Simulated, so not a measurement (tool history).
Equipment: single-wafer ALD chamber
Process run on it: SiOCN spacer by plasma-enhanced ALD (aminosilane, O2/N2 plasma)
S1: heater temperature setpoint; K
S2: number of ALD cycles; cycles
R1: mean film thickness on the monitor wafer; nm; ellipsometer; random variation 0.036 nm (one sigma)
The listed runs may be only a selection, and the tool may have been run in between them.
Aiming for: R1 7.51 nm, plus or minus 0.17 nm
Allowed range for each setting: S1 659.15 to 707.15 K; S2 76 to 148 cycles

run,hour,S1,S2,R1
1,0,683.15,112,6.4627
2,7,683.15,122,6.9995
3,11.4,682.15,123,7.0753
4,16.5,689.15,123,7.0038
5,21.8,689.15,108,6.0952
6,27.7,688.15,111,6.2884
7,36.8,688.15,111,6.2619
8,44.7,687.15,113,6.4091

Which of these 5 next moves meets every target?
A,52.6,687.15,139,?
B,52.6,673.15,126,?
C,52.6,682.15,139,?
D,52.6,691.15,140,?
E,52.6,696.15,143,?

move,R1
A,7.8467
B,7.4072
C,7.9626
D,7.8096
E,7.8577
A: pushes the last run's worst result past its target
B: every result lands within tolerance
C: pushes the last run's worst result past its target
D: pushes the last run's worst result past its target
E: pushes the last run's worst result past its target
The right move is B.
